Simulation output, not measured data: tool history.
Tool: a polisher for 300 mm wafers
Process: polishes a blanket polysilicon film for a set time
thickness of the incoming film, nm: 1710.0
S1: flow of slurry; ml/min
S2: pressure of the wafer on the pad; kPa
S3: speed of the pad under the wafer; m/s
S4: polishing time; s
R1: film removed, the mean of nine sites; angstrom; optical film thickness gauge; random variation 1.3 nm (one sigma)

run 1 day=0 | S1=245 S2=16.5 S3=0.76 S4=44 | R1=2260.1
run 2 day=0.317 | S1=245 S2=13.1 S3=0.76 S4=44 | R1=1818.4
run 3 day=0.608 | S1=245 S2=13.1 S3=0.76 S4=44 | R1=1794.2
run 4 day=0.892 | S1=250 S2=13.8 S3=0.76 S4=44 | R1=1912.5
run 5 day=1.162 | S1=260 S2=13.8 S3=0.76 S4=44 | R1=1915.3
run 6 day=1.312 | S1=260 S2=13.8 S3=0.68 S4=44 | R1=1757.9
run 7 day=1.558 | S1=265 S2=13.8 S3=0.68 S4=44 | R1=1750.8

The next listed run, before its measurement:
run 8 day=1.762 | S1=270 S2=13.8 S3=0.68 S4=44 | R1=?

{"run 8": {"R1": 1760}}
